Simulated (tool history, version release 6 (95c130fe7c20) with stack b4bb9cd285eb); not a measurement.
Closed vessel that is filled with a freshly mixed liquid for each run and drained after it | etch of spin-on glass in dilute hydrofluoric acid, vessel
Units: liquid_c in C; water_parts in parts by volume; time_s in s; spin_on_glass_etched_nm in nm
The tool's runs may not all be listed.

{"run": 1, "hour": 0.0, "liquid_c": 26.0, "water_parts": 110, "time_s": 130, "spin_on_glass_etched_nm": 42.789}
{"run": 2, "hour": 6.4, "liquid_c": 28.5, "water_parts": 105, "time_s": 130, "spin_on_glass_etched_nm": 49.865}
{"run": 3, "hour": 11.0, "liquid_c": 28.5, "water_parts": 65, "time_s": 130, "spin_on_glass_etched_nm": 85.706}
{"run": 4, "hour": 13.5, "liquid_c": 28.5, "water_parts": 65, "time_s": 140, "spin_on_glass_etched_nm": 92.197}
{"run": 5, "hour": 21.0, "liquid_c": 26.5, "water_parts": 65, "time_s": 140, "spin_on_glass_etched_nm": 84.416}
{"hour": 28.5, "done": "hydrofluoric acid flow meter replaced"}
{"run": 6, "hour": 28.5, "liquid_c": 26.5, "water_parts": 65, "time_s": 140, "spin_on_glass_etched_nm": 77.668}

The next listed run, before its measurement:
{"run": 7, "hour": 29.1, "liquid_c": 25.5, "water_parts": 65, "time_s": 140, "spin_on_glass_etched_nm": "?"}

{"run 7": {"spin_on_glass_etched_nm": 75.413}}
